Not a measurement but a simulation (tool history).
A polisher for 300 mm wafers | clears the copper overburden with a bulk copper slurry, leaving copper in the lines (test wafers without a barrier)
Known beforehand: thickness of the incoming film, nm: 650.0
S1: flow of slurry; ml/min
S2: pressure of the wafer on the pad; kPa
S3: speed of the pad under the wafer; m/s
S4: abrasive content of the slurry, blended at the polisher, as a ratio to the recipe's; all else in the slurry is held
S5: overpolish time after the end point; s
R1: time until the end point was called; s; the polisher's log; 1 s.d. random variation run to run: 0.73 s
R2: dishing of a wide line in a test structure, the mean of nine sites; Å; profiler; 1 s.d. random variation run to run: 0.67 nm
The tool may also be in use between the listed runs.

run,hour,S1,S2,S3,S4,S5,R1,R2
1,0.0,170,11.7,1.10,1.00,23,105.740,431.32
2,4.0,170,11.7,1.10,1.10,23,104.250,428.40
3,5.6,170,13.8,1.10,1.10,23,88.253,461.64
4,12.7,170,13.8,1.10,1.15,23,87.200,479.11
5,19.1,170,14.5,1.12,1.10,19,83.846,451.24
6,22.4,175,15.2,1.12,1.10,17,77.423,445.25
7,29.7,185,15.2,1.12,1.10,16,77.247,451.48
8,30.6,190,15.2,1.12,1.10,14,77.566,419.28

Run 9 comes next. What will it give?
9,37.1,195,15.9,1.12,1.10,14,?,?

R1: 73.375 s
R2: 433.96 Å
